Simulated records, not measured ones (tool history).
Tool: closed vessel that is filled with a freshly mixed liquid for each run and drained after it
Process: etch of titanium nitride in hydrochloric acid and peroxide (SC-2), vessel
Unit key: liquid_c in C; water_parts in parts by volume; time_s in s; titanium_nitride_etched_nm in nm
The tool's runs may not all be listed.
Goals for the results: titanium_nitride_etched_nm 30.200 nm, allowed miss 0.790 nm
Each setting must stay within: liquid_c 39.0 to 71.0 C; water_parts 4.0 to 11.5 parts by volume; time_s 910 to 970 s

{"run": 1, "day": 0.0, "liquid_c": 55.0, "water_parts": 6.5, "time_s": 910, "titanium_nitride_etched_nm": 85.801}
{"run": 2, "day": 0.312, "liquid_c": 55.0, "water_parts": 6.5, "time_s": 910, "titanium_nitride_etched_nm": 87.158}
{"run": 3, "day": 0.688, "liquid_c": 60.5, "water_parts": 6.5, "time_s": 910, "titanium_nitride_etched_nm": 122.69}
{"run": 4, "day": 1.021, "liquid_c": 58.0, "water_parts": 6.5, "time_s": 910, "titanium_nitride_etched_nm": 103.29}
{"run": 5, "day": 1.388, "liquid_c": 56.0, "water_parts": 6.5, "time_s": 910, "titanium_nitride_etched_nm": 91.346}
{"run": 6, "day": 1.717, "liquid_c": 54.0, "water_parts": 6.5, "time_s": 910, "titanium_nitride_etched_nm": 82.181}
{"run": 7, "day": 2.071, "liquid_c": 52.5, "water_parts": 6.5, "time_s": 910, "titanium_nitride_etched_nm": 74.291}
{"run": 8, "day": 2.442, "liquid_c": 51.0, "water_parts": 6.5, "time_s": 910, "titanium_nitride_etched_nm": 66.53}
{"run": 9, "day": 2.675, "liquid_c": 51.0, "water_parts": 6.5, "time_s": 910, "titanium_nitride_etched_nm": 66.551}
{"run": 10, "day": 3.058, "liquid_c": 49.5, "water_parts": 6.5, "time_s": 910, "titanium_nitride_etched_nm": 59.782}
{"run": 11, "day": 3.275, "liquid_c": 48.5, "water_parts": 6.5, "time_s": 910, "titanium_nitride_etched_nm": 56.149}
{"run": 12, "day": 3.408, "liquid_c": 47.5, "water_parts": 6.5, "time_s": 910, "titanium_nitride_etched_nm": 52.655}

Which one of the following 4 next-run settings gets every result inside its allowed miss? There is exactly one.
{"run": "A", "day": 3.542, "liquid_c": 42.5, "water_parts": 8.5, "time_s": 910, "titanium_nitride_etched_nm": "?"}
{"run": "B", "day": 3.542, "liquid_c": 39.5, "water_parts": 7.0, "time_s": 910, "titanium_nitride_etched_nm": "?"}
{"run": "C", "day": 3.542, "liquid_c": 41.5, "water_parts": 8.5, "time_s": 910, "titanium_nitride_etched_nm": "?"}
{"run": "D", "day": 3.542, "liquid_c": 58.0, "water_parts": 5.0, "time_s": 970, "titanium_nitride_etched_nm": "?"}

move=A titanium_nitride_etched_nm=30.231
move=B titanium_nitride_etched_nm=28.541
move=C titanium_nitride_etched_nm=28.184
move=D titanium_nitride_etched_nm=135.730
A: all results in spec
B: carries the result that was furthest off beyond its target, to the other side
C: carries the result that was furthest off beyond its target, to the other side
D: moves away from the targets compared with the last run
The move that meets every target is A.

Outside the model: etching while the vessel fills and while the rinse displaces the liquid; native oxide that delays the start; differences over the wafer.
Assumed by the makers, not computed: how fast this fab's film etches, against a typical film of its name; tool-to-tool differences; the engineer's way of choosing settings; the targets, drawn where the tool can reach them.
